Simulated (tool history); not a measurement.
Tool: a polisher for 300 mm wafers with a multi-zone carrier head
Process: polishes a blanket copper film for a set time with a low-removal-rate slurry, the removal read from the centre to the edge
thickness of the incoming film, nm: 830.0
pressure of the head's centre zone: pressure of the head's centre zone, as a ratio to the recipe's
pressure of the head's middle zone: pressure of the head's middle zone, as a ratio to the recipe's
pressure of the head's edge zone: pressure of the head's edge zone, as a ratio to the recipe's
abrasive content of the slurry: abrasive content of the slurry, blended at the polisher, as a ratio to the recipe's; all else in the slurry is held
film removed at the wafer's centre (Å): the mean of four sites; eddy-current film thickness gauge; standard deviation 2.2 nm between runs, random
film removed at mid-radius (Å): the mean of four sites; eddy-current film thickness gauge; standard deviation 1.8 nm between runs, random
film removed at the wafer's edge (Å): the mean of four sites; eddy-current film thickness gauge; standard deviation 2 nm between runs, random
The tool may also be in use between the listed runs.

run	hour	flow of slurry (ml/min)	pressure of the head's centre zone	pressure of the head's middle zone	pressure of the head's edge zone	abrasive content of the slurry	polishing time (s)	film removed at the wafer's centre (Å)	film removed at mid-radius (Å)	film removed at the wafer's edge (Å)
1	0	210	1	1	1	1	40	1434.9	1399.6	1375
2	4.6	210	0.94	1	1	1	40	1346.9	1410.5	1356.7
3	12.9	210	0.94	1	1	1	45	1508.9	1589.4	1509.1
4	20.7	255	0.94	1	1	1	45	1580	1613.8	1581.4
5	24.5	265	0.99	1.04	0.98	1.05	45	1655.7	1737	1584.5
6	25.3	265	0.99	1.04	0.98	0.9	45	1582.4	1661.8	1513.1
7	31.7	270	1.04	1.05	0.99	0.95	45	1709.3	1677.9	1560.1

The next listed run, before its measurement:
8	35.3	275	1.07	1.07	0.99	1	45	?	?	?

Run 8 produced film removed at the wafer's centre (Å) 1774.5, film removed at mid-radius (Å) 1721.1, film removed at the wafer's edge (Å) 1562.7.
